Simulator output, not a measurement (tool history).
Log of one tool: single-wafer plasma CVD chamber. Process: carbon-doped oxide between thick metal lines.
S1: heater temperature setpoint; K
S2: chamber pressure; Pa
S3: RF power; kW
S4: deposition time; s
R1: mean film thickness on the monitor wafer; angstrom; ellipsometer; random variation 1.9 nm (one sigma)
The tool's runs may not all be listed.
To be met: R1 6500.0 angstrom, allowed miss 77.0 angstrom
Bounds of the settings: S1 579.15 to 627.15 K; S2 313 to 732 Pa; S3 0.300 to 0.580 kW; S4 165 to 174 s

run  hour      S1   S2     S3   S4      R1
  1   0.0  603.15  523  0.440  174  8610.9
  2   4.3  603.15  485  0.440  174  8538.0
  3   8.3  603.15  428  0.440  174  8457.5
  4   9.6  603.15  428  0.440  174  8400.2
  5  10.9  603.15  428  0.440  174  8398.2
  6  18.1  598.15  428  0.440  174  8561.7
  7  19.3  598.15  428  0.440  174  8611.0
  8  22.8  601.15  415  0.430  174  8290.2
     30.3  -- capacitance manometer re-zeroed and calibrated
  9  30.3  604.15  403  0.420  174  7974.2
 10  38.9  616.15  313  0.360  173  6650.0
 11  40.1  617.15  313  0.360  173  6612.2
 12  43.0  619.15  313  0.360  173  6595.1

4 next moves are on the table. One of them brings every result within its allowed miss. Which?
  A  45.9  625.15  320  0.370  174   ?
  B  45.9  599.15  328  0.335  174   ?
  C  45.9  615.15  313  0.385  165   ?
  D  45.9  619.15  315  0.370  166   ?

move      R1
   A  6677.0
   B  6660.1
   C  6717.0
   D  6467.3
A: further off than the last run
B: further off than the last run
C: further off than the last run
D: meets every target
Answer: D
